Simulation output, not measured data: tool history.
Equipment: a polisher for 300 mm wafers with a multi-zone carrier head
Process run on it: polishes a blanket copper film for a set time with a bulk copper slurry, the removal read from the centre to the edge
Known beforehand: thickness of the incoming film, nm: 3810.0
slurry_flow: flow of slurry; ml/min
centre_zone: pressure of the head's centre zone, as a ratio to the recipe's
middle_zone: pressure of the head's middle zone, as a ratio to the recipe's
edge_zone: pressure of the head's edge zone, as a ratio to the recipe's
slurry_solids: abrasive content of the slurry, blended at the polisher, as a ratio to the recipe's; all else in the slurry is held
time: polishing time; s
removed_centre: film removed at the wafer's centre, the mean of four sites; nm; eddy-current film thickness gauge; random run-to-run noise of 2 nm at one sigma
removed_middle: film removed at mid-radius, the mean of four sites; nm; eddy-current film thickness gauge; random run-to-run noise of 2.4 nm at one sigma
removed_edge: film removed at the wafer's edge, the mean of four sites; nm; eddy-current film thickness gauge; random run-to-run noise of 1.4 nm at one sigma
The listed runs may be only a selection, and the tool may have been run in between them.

Run 1, day 0: slurry_flow 280 ml/min, centre_zone 1, middle_zone 1, edge_zone 1, slurry_solids 1, time 36 s. Result: removed_centre 200.7 nm, removed_middle 201.75 nm, removed_edge 201.13 nm.
Run 2, day 0.233: slurry_flow 245 ml/min, centre_zone 1, middle_zone 1, edge_zone 1, slurry_solids 1, time 36 s. Result: removed_centre 200.26 nm, removed_middle 198.73 nm, removed_edge 199 nm.
Run 3, day 0.317: slurry_flow 245 ml/min, centre_zone 1.06, middle_zone 1, edge_zone 1, slurry_solids 1, time 36 s. Result: removed_centre 210.24 nm, removed_middle 198.48 nm, removed_edge 202.76 nm.
Run 4, day 0.362: slurry_flow 245 ml/min, centre_zone 1.08, middle_zone 0.99, edge_zone 0.95, slurry_solids 0.95, time 36 s. Result: removed_centre 210.55 nm, removed_middle 196.78 nm, removed_edge 193.42 nm.
Run 5, day 0.6: slurry_flow 245 ml/min, centre_zone 1.08, middle_zone 0.99, edge_zone 0.95, slurry_solids 1.1, time 36 s. Result: removed_centre 219.56 nm, removed_middle 198.96 nm, removed_edge 201.14 nm.
Run 6, day 0.925: slurry_flow 245 ml/min, centre_zone 1.09, middle_zone 0.97, edge_zone 0.91, slurry_solids 1.05, time 36 s. Result: removed_centre 217.02 nm, removed_middle 198.44 nm, removed_edge 193.37 nm.
Run 7, day 1.008: slurry_flow 245 ml/min, centre_zone 1.09, middle_zone 0.97, edge_zone 0.91, slurry_solids 1.05, time 36 s. Result: removed_centre 220 nm, removed_middle 194 nm, removed_edge 192.94 nm.
Run 8, day 1.238: slurry_flow 240 ml/min, centre_zone 1.08, middle_zone 0.95, edge_zone 0.89, slurry_solids 1, time 36 s. Result: removed_centre 210.54 nm, removed_middle 191.65 nm, removed_edge 187.2 nm.

Run 9, settings as shown, results not yet in. Your forecast:
Run 9, day 1.317: slurry_flow 235 ml/min, centre_zone 1.09, middle_zone 0.93, edge_zone 0.87, slurry_solids 1, time 36 s. Result: removed_centre ?, removed_middle ?, removed_edge ?.

removed_centre: 214.25 nm
removed_middle: 180.55 nm
removed_edge: 185.52 nm

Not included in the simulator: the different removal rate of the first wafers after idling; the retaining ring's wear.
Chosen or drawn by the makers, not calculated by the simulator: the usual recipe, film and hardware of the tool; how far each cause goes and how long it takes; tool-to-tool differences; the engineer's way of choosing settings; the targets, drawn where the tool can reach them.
